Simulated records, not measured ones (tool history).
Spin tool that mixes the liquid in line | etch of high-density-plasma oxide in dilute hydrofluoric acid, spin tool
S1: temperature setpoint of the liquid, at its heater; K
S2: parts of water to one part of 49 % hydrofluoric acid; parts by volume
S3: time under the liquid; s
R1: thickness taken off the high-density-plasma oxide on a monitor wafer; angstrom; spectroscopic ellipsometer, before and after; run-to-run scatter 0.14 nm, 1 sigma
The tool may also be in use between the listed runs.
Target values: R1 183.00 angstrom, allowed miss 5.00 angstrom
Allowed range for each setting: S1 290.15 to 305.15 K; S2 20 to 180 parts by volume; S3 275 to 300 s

run,hour,S1,S2,S3,R1
1,0.0,297.15,100,275,203.67
2,7.1,297.15,75,275,284.15
3,12.0,297.15,75,275,287.43
4,14.5,295.15,80,275,243.62
5,17.2,293.65,80,275,228.42
6,21.0,296.15,80,275,250.05
7,23.3,294.15,80,275,236.13
8,30.9,290.15,95,275,166.10

Which one of the following 5 next-run settings gets every result inside its allowed miss? There is exactly one.
A,38.5,292.15,100,295,?
B,38.5,290.15,85,285,?
C,38.5,290.15,100,300,?
D,38.5,290.15,95,280,?
E,38.5,290.15,90,275,?

move,R1
A,181.82
B,193.10
C,170.07
D,167.96
E,175.04
A: meets every target
B: takes the biggest miss from the last run beyond its target
C: closes in on the targets versus the last run, not all within tolerance yet
D: closes in on the targets versus the last run, not all within tolerance yet
E: closes in on the targets versus the last run, not all within tolerance yet
The right move is A.
